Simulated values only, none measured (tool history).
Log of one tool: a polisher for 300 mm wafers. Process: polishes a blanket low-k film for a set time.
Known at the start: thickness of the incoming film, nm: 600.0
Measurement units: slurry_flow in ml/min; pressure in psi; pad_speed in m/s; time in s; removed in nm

{"run": 1, "hour": 0.0, "slurry_flow": 175, "pressure": 1.5, "pad_speed": 0.86, "slurry_solids": 1, "time": 71, "removed": 21.466}
{"run": 2, "hour": 5.5, "slurry_flow": 175, "pressure": 1.5, "pad_speed": 0.86, "slurry_solids": 1, "time": 71, "removed": 20.971}
{"run": 3, "hour": 9.2, "slurry_flow": 175, "pressure": 1.5, "pad_speed": 0.86, "slurry_solids": 0.85, "time": 71, "removed": 20.43}
{"run": 4, "hour": 18.0, "slurry_flow": 175, "pressure": 1.7, "pad_speed": 0.88, "slurry_solids": 0.85, "time": 71, "removed": 23.099}
{"run": 5, "hour": 20.4, "slurry_flow": 205, "pressure": 1.7, "pad_speed": 0.88, "slurry_solids": 0.85, "time": 71, "removed": 23.779}
{"run": 6, "hour": 23.4, "slurry_flow": 205, "pressure": 1.9, "pad_speed": 0.9, "slurry_solids": 0.85, "time": 71, "removed": 26.876}

What does the tool deliver on the next run?
{"run": 7, "hour": 24.2, "slurry_flow": 205, "pressure": 2, "pad_speed": 0.92, "slurry_solids": 0.85, "time": 71, "removed": "?"}

Run 7 came out at removed 28.335 nm.

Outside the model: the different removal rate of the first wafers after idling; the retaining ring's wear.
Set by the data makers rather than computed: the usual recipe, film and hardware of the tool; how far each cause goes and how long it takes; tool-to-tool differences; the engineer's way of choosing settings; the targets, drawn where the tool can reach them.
